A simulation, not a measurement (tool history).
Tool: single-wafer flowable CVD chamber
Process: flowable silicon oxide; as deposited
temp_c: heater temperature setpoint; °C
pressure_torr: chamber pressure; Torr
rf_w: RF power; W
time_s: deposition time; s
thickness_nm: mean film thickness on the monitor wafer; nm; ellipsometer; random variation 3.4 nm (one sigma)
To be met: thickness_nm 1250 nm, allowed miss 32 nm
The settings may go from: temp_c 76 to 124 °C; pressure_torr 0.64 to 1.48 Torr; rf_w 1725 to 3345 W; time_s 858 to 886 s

{"run": 1, "hour": 0.0, "temp_c": 100, "pressure_torr": 1.06, "rf_w": 2535, "time_s": 858, "thickness_nm": 731.61}
{"run": 2, "hour": 6.0, "temp_c": 95, "pressure_torr": 1.06, "rf_w": 2535, "time_s": 858, "thickness_nm": 850.3}
{"run": 3, "hour": 10.5, "temp_c": 95, "pressure_torr": 1.06, "rf_w": 2535, "time_s": 858, "thickness_nm": 854.89}
{"run": 4, "hour": 14.7, "temp_c": 91, "pressure_torr": 1.06, "rf_w": 2535, "time_s": 858, "thickness_nm": 970.38}
{"run": 5, "hour": 15.5, "temp_c": 91, "pressure_torr": 1.06, "rf_w": 2755, "time_s": 858, "thickness_nm": 978.93}
{"run": 6, "hour": 21.5, "temp_c": 89, "pressure_torr": 1.06, "rf_w": 2755, "time_s": 858, "thickness_nm": 1040.3}
{"run": 7, "hour": 26.2, "temp_c": 87, "pressure_torr": 1.06, "rf_w": 2755, "time_s": 858, "thickness_nm": 1099.1}
{"run": 8, "hour": 32.4, "temp_c": 86, "pressure_torr": 1.06, "rf_w": 2755, "time_s": 858, "thickness_nm": 1137}

Which of these 4 next moves meets every target?
{"run": "A", "hour": 38.6, "temp_c": 83, "pressure_torr": 1.12, "rf_w": 2820, "time_s": 867, "thickness_nm": "?"}
{"run": "B", "hour": 38.6, "temp_c": 93, "pressure_torr": 1.45, "rf_w": 3105, "time_s": 858, "thickness_nm": "?"}
{"run": "C", "hour": 38.6, "temp_c": 89, "pressure_torr": 1.31, "rf_w": 2550, "time_s": 886, "thickness_nm": "?"}
{"run": "D", "hour": 38.6, "temp_c": 84, "pressure_torr": 1.21, "rf_w": 2510, "time_s": 858, "thickness_nm": "?"}

move=A thickness_nm=1315.7
move=B thickness_nm=1240.9
move=C thickness_nm=1307.7
move=D thickness_nm=1346.7
A: takes the result that was furthest off past its target
B: meets every target
C: takes the result that was furthest off past its target
D: takes the result that was furthest off past its target
Move B is the one to make.
